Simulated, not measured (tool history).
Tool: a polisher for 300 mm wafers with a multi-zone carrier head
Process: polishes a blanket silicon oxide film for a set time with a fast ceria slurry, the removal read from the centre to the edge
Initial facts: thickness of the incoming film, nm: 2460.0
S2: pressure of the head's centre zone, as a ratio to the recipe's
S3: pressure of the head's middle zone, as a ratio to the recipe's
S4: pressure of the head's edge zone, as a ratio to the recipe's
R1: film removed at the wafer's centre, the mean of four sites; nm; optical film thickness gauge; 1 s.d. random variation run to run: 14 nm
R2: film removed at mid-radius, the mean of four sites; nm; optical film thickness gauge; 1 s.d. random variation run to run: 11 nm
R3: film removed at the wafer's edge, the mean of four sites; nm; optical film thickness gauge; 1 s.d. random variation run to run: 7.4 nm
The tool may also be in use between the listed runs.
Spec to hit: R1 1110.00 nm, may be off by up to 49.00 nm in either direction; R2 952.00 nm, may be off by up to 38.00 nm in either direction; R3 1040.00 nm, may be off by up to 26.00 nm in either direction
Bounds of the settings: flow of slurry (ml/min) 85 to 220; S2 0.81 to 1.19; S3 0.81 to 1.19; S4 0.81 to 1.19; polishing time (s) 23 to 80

{"run": 1, "day": 0.0, "flow of slurry (ml/min)": 140, "S2": 1.0, "S3": 1.0, "S4": 1.0, "polishing time (s)": 51, "R1": 778.61, "R2": 764.67, "R3": 801.48}
{"run": 2, "day": 0.242, "flow of slurry (ml/min)": 140, "S2": 1.0, "S3": 1.0, "S4": 1.0, "polishing time (s)": 42, "R1": 634.19, "R2": 640.77, "R3": 671.26}
{"run": 3, "day": 0.438, "flow of slurry (ml/min)": 140, "S2": 1.0, "S3": 1.0, "S4": 1.0, "polishing time (s)": 52, "R1": 778.69, "R2": 792.02, "R3": 826.18}
{"run": 4, "day": 0.792, "flow of slurry (ml/min)": 155, "S2": 1.05, "S3": 1.0, "S4": 1.05, "polishing time (s)": 54, "R1": 881.01, "R2": 825.17, "R3": 871.77}
{"run": 5, "day": 1.033, "flow of slurry (ml/min)": 165, "S2": 1.07, "S3": 1.0, "S4": 1.08, "polishing time (s)": 56, "R1": 923.59, "R2": 883.06, "R3": 936.57}
{"day": 1.154, "done": "edge zone pressure recalibrated"}
{"run": 6, "day": 1.154, "flow of slurry (ml/min)": 175, "S2": 1.11, "S3": 0.99, "S4": 1.1, "polishing time (s)": 57, "R1": 1007.6, "R2": 897.99, "R3": 940.89}
{"run": 7, "day": 1.238, "flow of slurry (ml/min)": 180, "S2": 1.12, "S3": 0.98, "S4": 1.13, "polishing time (s)": 58, "R1": 1013.1, "R2": 895.92, "R3": 971.44}
{"run": 8, "day": 1.517, "flow of slurry (ml/min)": 180, "S2": 1.12, "S3": 0.98, "S4": 1.13, "polishing time (s)": 58, "R1": 1020.9, "R2": 895.23, "R3": 971.6}
{"run": 9, "day": 1.704, "flow of slurry (ml/min)": 185, "S2": 1.13, "S3": 0.98, "S4": 1.15, "polishing time (s)": 59, "R1": 1034.5, "R2": 903.46, "R3": 1006.0}
{"run": 10, "day": 1.742, "flow of slurry (ml/min)": 190, "S2": 1.14, "S3": 0.98, "S4": 1.15, "polishing time (s)": 59, "R1": 1100.7, "R2": 914.43, "R3": 1005.8}

Below are 4 possible settings for the next run. Only one of them brings all results inside the allowed miss of their targets. Which is it?
{"run": "A", "day": 1.779, "flow of slurry (ml/min)": 215, "S2": 1.19, "S3": 0.95, "S4": 1.11, "polishing time (s)": 62, "R1": "?", "R2": "?", "R3": "?"}
{"run": "B", "day": 1.779, "flow of slurry (ml/min)": 190, "S2": 1.05, "S3": 1.01, "S4": 1.16, "polishing time (s)": 65, "R1": "?", "R2": "?", "R3": "?"}
{"run": "C", "day": 1.779, "flow of slurry (ml/min)": 165, "S2": 1.12, "S3": 1.08, "S4": 1.12, "polishing time (s)": 63, "R1": "?", "R2": "?", "R3": "?"}
{"run": "D", "day": 1.779, "flow of slurry (ml/min)": 220, "S2": 1.12, "S3": 0.97, "S4": 1.15, "polishing time (s)": 60, "R1": "?", "R2": "?", "R3": "?"}

move=A R1=1196.10 R2=953.93 R3=1034.60
move=B R1=1086.20 R2=1036.90 R3=1095.50
move=C R1=1099.10 R2=1042.60 R3=1026.70
move=D R1=1092.60 R2=942.39 R3=1021.40
A: gets the furthest-off result to its target, but another result is out of tolerance
B: carries the result that was furthest off beyond its target, to the other side
C: gets the furthest-off result to its target, but another result is out of tolerance
D: all results in spec
Go with D: it meets all targets.

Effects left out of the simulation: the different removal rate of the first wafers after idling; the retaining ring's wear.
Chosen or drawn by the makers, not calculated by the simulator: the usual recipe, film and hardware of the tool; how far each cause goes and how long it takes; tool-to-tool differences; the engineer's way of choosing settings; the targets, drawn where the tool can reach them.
